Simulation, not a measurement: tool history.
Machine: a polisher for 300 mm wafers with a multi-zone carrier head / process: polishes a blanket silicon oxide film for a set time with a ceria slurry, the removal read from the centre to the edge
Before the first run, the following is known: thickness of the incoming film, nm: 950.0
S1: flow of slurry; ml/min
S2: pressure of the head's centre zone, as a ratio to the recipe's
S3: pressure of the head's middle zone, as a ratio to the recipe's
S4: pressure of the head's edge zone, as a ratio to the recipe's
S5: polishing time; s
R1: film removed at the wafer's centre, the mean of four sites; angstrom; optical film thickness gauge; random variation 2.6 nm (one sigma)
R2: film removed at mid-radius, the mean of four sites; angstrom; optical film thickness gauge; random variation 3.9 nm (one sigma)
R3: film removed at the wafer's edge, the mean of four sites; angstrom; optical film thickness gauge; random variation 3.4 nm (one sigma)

run  hour   S1    S2    S3    S4  S5      R1      R2      R3
  1     0  180     1     1     1  82    2567  2636.3  2626.2
  2   8.8  190     1     1  1.04  84  2649.4  2795.3  2699.9
  3   9.5  190     1  1.08  1.04  84  2703.4  2959.5  2782.7
  4  10.4  190  0.94  1.08  1.04  84  2553.1  2932.9    2793
  5  16.3  215  0.94  1.08  1.04  84  2653.7  3020.5  2760.9
  6    23  215  0.94  1.08  1.09  84  2620.8  2958.8    2838

Run 7 is up next; what results do you expect?
  7  30.5  210  0.96  1.06  1.11  86   ?   ?   ?

R1: 2701.9 angstrom
R2: 2987.8 angstrom
R3: 2946 angstrom
